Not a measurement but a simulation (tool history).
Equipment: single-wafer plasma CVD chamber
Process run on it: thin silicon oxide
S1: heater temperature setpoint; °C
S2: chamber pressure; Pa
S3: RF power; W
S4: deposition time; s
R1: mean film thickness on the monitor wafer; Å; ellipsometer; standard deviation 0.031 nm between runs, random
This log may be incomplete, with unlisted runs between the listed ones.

Run 1, hour 0.0: S1 380 °C, S2 71.6 Pa, S3 255 W, S4 7.70 s. Result: R1 86.304 Å.
Run 2, hour 1.3: S1 373 °C, S2 71.6 Pa, S3 255 W, S4 7.70 s. Result: R1 86.636 Å.
Run 3, hour 7.4: S1 373 °C, S2 66.5 Pa, S3 255 W, S4 7.70 s. Result: R1 80.774 Å.
Run 4, hour 15.9: S1 373 °C, S2 71.6 Pa, S3 255 W, S4 7.70 s. Result: R1 86.084 Å.
Run 5, hour 24.1: S1 373 °C, S2 68.8 Pa, S3 255 W, S4 7.70 s. Result: R1 83.094 Å.
Run 6, hour 31.6: S1 373 °C, S2 66.7 Pa, S3 255 W, S4 7.70 s. Result: R1 80.447 Å.

The next listed run, before its measurement:
Run 7, hour 38.4: S1 373 °C, S2 65.2 Pa, S3 255 W, S4 7.70 s. Result: R1 ?.

R1: 78.908 Å
